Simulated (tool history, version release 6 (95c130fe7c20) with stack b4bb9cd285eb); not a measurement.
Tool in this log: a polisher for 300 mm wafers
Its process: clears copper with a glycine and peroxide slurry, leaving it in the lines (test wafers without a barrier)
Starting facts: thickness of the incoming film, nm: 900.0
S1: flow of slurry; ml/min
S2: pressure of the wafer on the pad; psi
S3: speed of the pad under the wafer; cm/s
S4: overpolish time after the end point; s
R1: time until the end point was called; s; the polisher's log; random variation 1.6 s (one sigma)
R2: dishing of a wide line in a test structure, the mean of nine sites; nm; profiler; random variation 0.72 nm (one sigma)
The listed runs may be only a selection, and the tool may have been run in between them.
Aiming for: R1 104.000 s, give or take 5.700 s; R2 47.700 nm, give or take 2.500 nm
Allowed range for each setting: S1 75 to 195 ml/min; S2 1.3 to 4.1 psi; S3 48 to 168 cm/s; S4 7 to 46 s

| run | day | S1 | S2 | S3 | S4 | R1 | R2 |
|---|---|---|---|---|---|---|---|
| 1 | 0.000 | 125 | 2.7 | 108 | 24 | 146.700 | 67.545 |
| 2 | 0.175 | 125 | 2.7 | 94 | 24 | 168.960 | 64.863 |
| 3 | 0.508 | 125 | 2.7 | 74 | 24 | 201.860 | 60.283 |
| 4 | 0.829 | 110 | 2.7 | 74 | 24 | 204.270 | 56.704 |
| 5 | 1.042 | 110 | 2.1 | 74 | 24 | 248.530 | 51.341 |
| 6 | 1.071 | 110 | 1.7 | 74 | 24 | 279.740 | 45.377 |
| 7 | 1.383 | 105 | 1.8 | 86 | 22 | 247.430 | 45.737 |
| 8 | 1.738 | 100 | 1.9 | 94 | 20 | 232.770 | 46.979 |
| 9 | 1.879 | 110 | 1.9 | 104 | 18 | 208.700 | 45.134 |
| 10 | 2.004 | 115 | 2.0 | 110 | 17 | 183.440 | 48.912 |
| 11 | 2.058 | 115 | 2.0 | 110 | 17 | 188.110 | 47.493 |
| 12 | 2.304 | 120 | 2.0 | 118 | 16 | 173.620 | 47.943 |
| 13 | 2.454 | 130 | 2.4 | 148 | 7 | 122.970 | 33.971 |
| 14 | 2.708 | 130 | 2.5 | 148 | 8 | 114.590 | 37.996 |
| 15 | 2.942 | 130 | 2.5 | 148 | 9 | 118.340 | 42.223 |
| 16 | 3.046 | 135 | 2.7 | 148 | 10 | 111.740 | 47.147 |

Of the 5 settings listed for the next run, only one would bring every result within its allowed miss of target. Which one?
| A | 3.150 | 105 | 3.1 | 166 | 7 | ? | ? |
| B | 3.150 | 120 | 2.8 | 160 | 9 | ? | ? |
| C | 3.150 | 120 | 3.3 | 150 | 7 | ? | ? |
| D | 3.150 | 125 | 2.4 | 156 | 12 | ? | ? |
| E | 3.150 | 120 | 3.0 | 118 | 11 | ? | ? |

| move | R1 | R2 |
|---|---|---|
| A | 93.239 | 41.569 |
| B | 101.950 | 46.528 |
| C | 93.306 | 41.757 |
| D | 118.130 | 50.691 |
| E | 125.140 | 46.964 |
A: takes the biggest miss from the last run beyond its target
B: each result inside its tolerance
C: takes the biggest miss from the last run beyond its target
D: its largest miss is bigger than the last run's
E: its largest miss is bigger than the last run's
B meets every target.
